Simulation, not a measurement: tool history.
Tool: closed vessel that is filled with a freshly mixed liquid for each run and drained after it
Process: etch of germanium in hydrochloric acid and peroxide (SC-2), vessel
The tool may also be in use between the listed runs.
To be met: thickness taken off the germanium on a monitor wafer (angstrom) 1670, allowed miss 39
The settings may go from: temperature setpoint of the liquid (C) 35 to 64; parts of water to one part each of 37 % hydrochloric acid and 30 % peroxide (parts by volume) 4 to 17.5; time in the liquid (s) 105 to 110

| run | hour | temperature setpoint of the liquid (C) | parts of water to one part each of 37 % hydrochloric acid and 30 % peroxide (parts by volume) | time in the liquid (s) | thickness taken off the germanium on a monitor wafer (angstrom) |
|---|---|---|---|---|---|
| 1 | 0 | 48 | 9.5 | 105 | 2173.8 |
| 2 | 6.9 | 48 | 9.5 | 105 | 2184.3 |
| 3 | 7.8 | 48 | 9.5 | 110 | 2288.9 |
| 4 | 11.4 | 46 | 9.5 | 110 | 2131.9 |
| 5 | 18.9 | 44.5 | 9.5 | 110 | 2028 |
| 6 | 24.6 | 43.5 | 9.5 | 110 | 1972.8 |
| 7 | 30.8 | 42.5 | 9.5 | 110 | 1913.9 |
| 8 | 35.2 | 41.5 | 9.5 | 110 | 1844.1 |
| 9 | 36.1 | 41 | 9.5 | 110 | 1806.1 |
| 10 | 45 | 41 | 9.5 | 110 | 1803.6 |
| 11 | 48.2 | 40.5 | 9.5 | 110 | 1781.1 |
| 12 | 54.3 | 40 | 9.5 | 110 | 1744.4 |

4 next moves are on the table. One of them brings every result within its allowed miss. Which?
| A | 60.4 | 37.5 | 9 | 105 | ? |
| B | 60.4 | 38.5 | 10 | 110 | ? |
| C | 60.4 | 38 | 9.5 | 105 | ? |
| D | 60.4 | 38 | 8 | 105 | ? |

| move | thickness taken off the germanium on a monitor wafer (angstrom) |
|---|---|
| A | 1535.5 |
| B | 1652.1 |
| C | 1556.3 |
| D | 1573.3 |
A: takes the result that was furthest off past its target
B: meets every target
C: takes the result that was furthest off past its target
D: takes the result that was furthest off past its target
The right move is B.

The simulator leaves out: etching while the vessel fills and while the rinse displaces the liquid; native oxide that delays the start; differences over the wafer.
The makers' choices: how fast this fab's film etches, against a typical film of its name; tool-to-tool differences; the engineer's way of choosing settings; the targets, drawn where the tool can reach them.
